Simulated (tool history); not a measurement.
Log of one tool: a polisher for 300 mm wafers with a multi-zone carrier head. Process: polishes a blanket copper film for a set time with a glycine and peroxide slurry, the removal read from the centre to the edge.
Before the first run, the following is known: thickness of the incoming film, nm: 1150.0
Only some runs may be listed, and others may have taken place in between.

| run | hour | flow of slurry (ml/min) | pressure of the head's centre zone | pressure of the head's middle zone | pressure of the head's edge zone | polishing time (s) | film removed at the wafer's centre (Å) | film removed at mid-radius (Å) | film removed at the wafer's edge (Å) |
|---|---|---|---|---|---|---|---|---|---|
| 1 | 0.0 | 260 | 1.00 | 1.00 | 1.00 | 33 | 3112.1 | 3060.7 | 3158.6 |
| 2 | 4.0 | 260 | 1.00 | 1.00 | 1.07 | 33 | 3090.2 | 3066.9 | 3207.3 |
| 3 | 7.6 | 260 | 1.00 | 1.00 | 1.07 | 38 | 3445.2 | 3519.7 | 3754.3 |
| 4 | 10.7 | 260 | 1.00 | 1.00 | 1.04 | 38 | 3531.2 | 3531.6 | 3711.5 |
| 5 | 11.7 | 315 | 1.00 | 1.00 | 1.04 | 38 | 3575.7 | 3528.2 | 3804.8 |
| 6 | 13.7 | 315 | 1.00 | 1.03 | 1.04 | 38 | 3551.0 | 3668.7 | 3719.6 |

Estimate the outcome of run 7 from the log above:
|  | 17.7 | edge zone pressure recalibrated |
| 7 | 17.7 | 315 | 1.03 | 1.05 | 1.02 | 38 | ? | ? | ? |

Logged for run 7: film removed at the wafer's centre (Å) 3665.8, film removed at mid-radius (Å) 3713.7, film removed at the wafer's edge (Å) 3604.3.
